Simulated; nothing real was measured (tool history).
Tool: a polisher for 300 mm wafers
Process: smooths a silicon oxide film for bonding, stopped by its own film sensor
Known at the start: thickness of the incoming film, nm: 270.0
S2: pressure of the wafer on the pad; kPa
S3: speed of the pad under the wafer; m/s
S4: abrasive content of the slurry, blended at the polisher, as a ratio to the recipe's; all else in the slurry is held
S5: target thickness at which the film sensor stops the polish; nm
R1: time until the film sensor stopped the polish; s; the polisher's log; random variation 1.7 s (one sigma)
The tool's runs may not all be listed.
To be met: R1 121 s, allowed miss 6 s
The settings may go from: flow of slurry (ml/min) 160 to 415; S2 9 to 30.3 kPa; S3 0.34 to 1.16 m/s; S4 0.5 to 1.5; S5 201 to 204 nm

run 1 hour=0 | flow_of_slurry_(ml/min)=265 S2=19.3 S3=0.74 S4=1 S5=204 | R1=95.839
run 2 hour=3 | flow_of_slurry_(ml/min)=265 S2=22.1 S3=0.74 S4=1 S5=204 | R1=90.074
run 3 hour=3.9 | flow_of_slurry_(ml/min)=265 S2=20 S3=0.72 S4=1 S5=204 | R1=97.184
run 4 hour=6.7 | flow_of_slurry_(ml/min)=265 S2=18.6 S3=0.72 S4=1 S5=204 | R1=101.23
run 5 hour=12.9 | flow_of_slurry_(ml/min)=265 S2=18.6 S3=0.72 S4=1 S5=204 | R1=99.377
run 6 hour=13.9 | flow_of_slurry_(ml/min)=265 S2=17.2 S3=0.7 S4=1 S5=204 | R1=107.17
run 7 hour=18.7 | flow_of_slurry_(ml/min)=265 S2=16.5 S3=0.7 S4=1 S5=204 | R1=109.12
run 8 hour=26.4 | flow_of_slurry_(ml/min)=265 S2=15.9 S3=0.7 S4=1 S5=204 | R1=112.27
run 9 hour=31.5 | flow_of_slurry_(ml/min)=265 S2=15.2 S3=0.7 S4=1 S5=204 | R1=114.4
run 10 hour=36 | flow_of_slurry_(ml/min)=265 S2=15.2 S3=0.7 S4=1 S5=204 | R1=117.36

Which of these 4 next moves meets every target?
run A hour=40.5 | flow_of_slurry_(ml/min)=225 S2=17.2 S3=0.66 S4=1.05 S5=204 | R1=?
run B hour=40.5 | flow_of_slurry_(ml/min)=285 S2=15.2 S3=0.64 S4=0.95 S5=204 | R1=?
run C hour=40.5 | flow_of_slurry_(ml/min)=305 S2=15.2 S3=0.86 S4=0.9 S5=202 | R1=?
run D hour=40.5 | flow_of_slurry_(ml/min)=295 S2=15.2 S3=0.72 S4=1 S5=204 | R1=?

move=A R1=108.09
move=B R1=121.24
move=C R1=106.27
move=D R1=109.53
A: further off than the last run
B: meets every target
C: further off than the last run
D: further off than the last run
Answer: B
